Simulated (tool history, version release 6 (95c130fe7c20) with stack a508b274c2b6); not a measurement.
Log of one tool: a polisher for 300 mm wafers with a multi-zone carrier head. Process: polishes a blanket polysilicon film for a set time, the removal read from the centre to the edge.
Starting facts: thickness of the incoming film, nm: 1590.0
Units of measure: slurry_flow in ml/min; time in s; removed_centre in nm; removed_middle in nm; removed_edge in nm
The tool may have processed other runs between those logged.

run	hour	slurry_flow	centre_zone	middle_zone	edge_zone	time	removed_centre	removed_middle	removed_edge
1	0.0	135	1.00	1.00	1.00	35	223.35	221.73	214.50
2	2.4	135	1.00	1.00	1.07	35	220.49	217.35	221.97
3	8.5	115	1.00	1.00	1.07	35	211.53	211.42	217.79
4	16.6	115	1.00	1.00	0.99	35	210.62	213.71	205.81
5	20.5	125	1.00	1.01	1.02	35	213.41	220.89	214.02
6	28.8	135	1.00	1.02	1.04	35	219.56	221.70	219.88

What does the tool deliver on the next run?
7	30.2	170	0.98	1.12	1.14	38	?	?	?

For run 7 the tool returned removed_centre 251.95 nm, removed_middle 268.90 nm, removed_edge 253.82 nm.
